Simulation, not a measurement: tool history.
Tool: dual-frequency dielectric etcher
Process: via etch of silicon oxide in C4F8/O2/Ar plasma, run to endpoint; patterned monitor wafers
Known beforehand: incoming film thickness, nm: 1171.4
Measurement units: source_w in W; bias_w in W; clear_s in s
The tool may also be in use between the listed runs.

run,day,source_w,bias_w,clear_s
1,0,1520,2839,226.55
2,0.188,1520,3017,224.65
3,0.5,1270,3017,239.6
4,0.729,1270,3219,235.6
5,0.921,1400,3219,226.64
6,1.092,1340,3191,232.98
7,1.471,1300,3168,236.05

Forecast run 8:
8,1.762,1270,3152,?

Run 8 produced clear_s 235.74 s.

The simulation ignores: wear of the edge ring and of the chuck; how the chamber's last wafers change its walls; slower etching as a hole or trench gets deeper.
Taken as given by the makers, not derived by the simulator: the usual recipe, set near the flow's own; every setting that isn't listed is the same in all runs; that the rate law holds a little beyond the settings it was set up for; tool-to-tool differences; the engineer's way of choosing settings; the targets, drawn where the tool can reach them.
